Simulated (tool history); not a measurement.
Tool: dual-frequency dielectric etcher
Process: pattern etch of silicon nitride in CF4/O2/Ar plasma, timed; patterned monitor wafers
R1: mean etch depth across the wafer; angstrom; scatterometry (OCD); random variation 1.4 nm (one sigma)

run 1 hour=0 | source_power_(W)=590 bias_power_(W)=47 Ar_flow_(sccm)=137 CF4_flow_(sccm)=126 etch_time_(s)=142 | R1=2931.5
run 2 hour=5.1 | source_power_(W)=660 bias_power_(W)=49 Ar_flow_(sccm)=135 CF4_flow_(sccm)=127 etch_time_(s)=142 | R1=3324.3
run 3 hour=6.6 | source_power_(W)=660 bias_power_(W)=49 Ar_flow_(sccm)=135 CF4_flow_(sccm)=112 etch_time_(s)=142 | R1=3271.8
run 4 hour=10.2 | source_power_(W)=710 bias_power_(W)=50 Ar_flow_(sccm)=134 CF4_flow_(sccm)=113 etch_time_(s)=142 | R1=3521.1
run 5 hour=16.4 | source_power_(W)=630 bias_power_(W)=50 Ar_flow_(sccm)=134 CF4_flow_(sccm)=113 etch_time_(s)=142 | R1=3164.3
-- hour=18.2 wet clean of the chamber
run 6 hour=18.2 | source_power_(W)=630 bias_power_(W)=44 Ar_flow_(sccm)=134 CF4_flow_(sccm)=113 etch_time_(s)=142 | R1=3126

Run 7 comes next. What will it give?
run 7 hour=25.4 | source_power_(W)=690 bias_power_(W)=45 Ar_flow_(sccm)=127 CF4_flow_(sccm)=114 etch_time_(s)=143 | R1=?

Run 7 gave R1 3504.4 angstrom.

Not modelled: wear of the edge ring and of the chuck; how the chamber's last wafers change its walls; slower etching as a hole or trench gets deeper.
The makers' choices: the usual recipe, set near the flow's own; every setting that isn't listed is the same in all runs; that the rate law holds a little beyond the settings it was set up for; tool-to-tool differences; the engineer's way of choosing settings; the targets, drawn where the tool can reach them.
